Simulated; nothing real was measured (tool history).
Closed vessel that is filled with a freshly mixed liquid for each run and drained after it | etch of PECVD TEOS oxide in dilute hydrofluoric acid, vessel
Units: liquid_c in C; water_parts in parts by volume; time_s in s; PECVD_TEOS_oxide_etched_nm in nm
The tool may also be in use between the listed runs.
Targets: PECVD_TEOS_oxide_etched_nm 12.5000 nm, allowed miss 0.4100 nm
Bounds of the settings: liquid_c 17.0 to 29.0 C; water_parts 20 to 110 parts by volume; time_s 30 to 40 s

run    day  liquid_c  water_parts  time_s  PECVD_TEOS_oxide_etched_nm
  1  0.000      21.0           60      40                      9.0421
  2  0.129      22.5           60      40                      9.7495
  3  0.433      22.5           60      40                      9.8757
  4  0.804      22.5           60      40                      9.7532
  5  1.062      23.5           60      40                     10.1550
  6  1.179      23.5           45      40                     13.6120
  7  1.333      23.5           45      40                     13.7900
  8  1.671      23.0           45      40                     13.4140
  9  1.800      22.5           45      40                     13.0020

Which of these 5 next moves meets every target?
  A  1.929      21.0           40      40                           ?
  B  1.929      18.5           40      40                           ?
  C  1.929      17.5           35      40                           ?
  D  1.929      23.0           45      40                           ?
  E  1.929      23.5           45      40                           ?

move  PECVD_TEOS_oxide_etched_nm
   A                     13.8020
   B                     12.3970
   C                     13.6330
   D                     13.2680
   E                     13.5480
A: further off than the last run
B: meets every target
C: further off than the last run
D: further off than the last run
E: further off than the last run
The right move is B.
